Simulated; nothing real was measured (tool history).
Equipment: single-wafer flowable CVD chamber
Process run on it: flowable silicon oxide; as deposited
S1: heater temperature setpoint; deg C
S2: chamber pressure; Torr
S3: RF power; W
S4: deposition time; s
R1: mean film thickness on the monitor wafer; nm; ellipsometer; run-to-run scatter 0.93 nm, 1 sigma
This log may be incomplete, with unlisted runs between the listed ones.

run,day,S1,S2,S3,S4,R1
1,0,110,0.86,2245,863,383.62
2,0.254,114,0.859,2245,863,338.49
3,0.554,117,0.858,2245,863,307.66
4,0.712,120,0.857,2245,863,277.03
5,1.088,122,0.857,2245,863,264.09
6,1.221,124,0.857,2245,863,249.95
7,1.479,125,0.857,2245,863,242.36

What will run 8 give?
8,1.846,126,0.857,2245,863,?

R1: 235.22 nm
